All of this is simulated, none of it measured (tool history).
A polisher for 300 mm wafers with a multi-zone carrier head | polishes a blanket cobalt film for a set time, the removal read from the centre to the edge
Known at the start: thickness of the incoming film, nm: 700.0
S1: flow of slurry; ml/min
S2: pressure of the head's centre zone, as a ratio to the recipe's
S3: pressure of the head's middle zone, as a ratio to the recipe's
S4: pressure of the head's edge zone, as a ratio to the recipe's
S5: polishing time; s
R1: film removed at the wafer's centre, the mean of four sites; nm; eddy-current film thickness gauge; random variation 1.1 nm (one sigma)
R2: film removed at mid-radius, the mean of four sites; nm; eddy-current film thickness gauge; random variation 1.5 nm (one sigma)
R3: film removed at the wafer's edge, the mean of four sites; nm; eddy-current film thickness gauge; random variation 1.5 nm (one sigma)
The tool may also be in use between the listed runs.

run,hour,S1,S2,S3,S4,S5,R1,R2,R3
1,0.0,185,1.00,1.00,1.00,43,220.11,232.37,225.30
2,2.7,180,0.97,0.98,0.99,39,192.92,207.99,204.51
3,8.7,175,0.95,0.96,0.98,35,172.31,180.41,180.44
4,13.4,175,0.95,0.96,0.98,39,187.78,208.09,197.14
5,16.3,170,0.93,0.95,0.99,35,165.69,179.26,180.75
6,17.2,210,0.93,0.95,0.99,35,176.02,181.53,181.13
7,19.1,200,0.91,0.94,0.99,32,152.20,166.22,167.34
8,24.4,200,0.89,0.92,0.99,30,138.10,154.78,153.58

The next listed run, before its measurement:
9,27.1,200,0.88,0.90,1.00,29,?,?,?

Run 9 gave R1 132.70 nm, R2 143.73 nm, R3 149.84 nm.
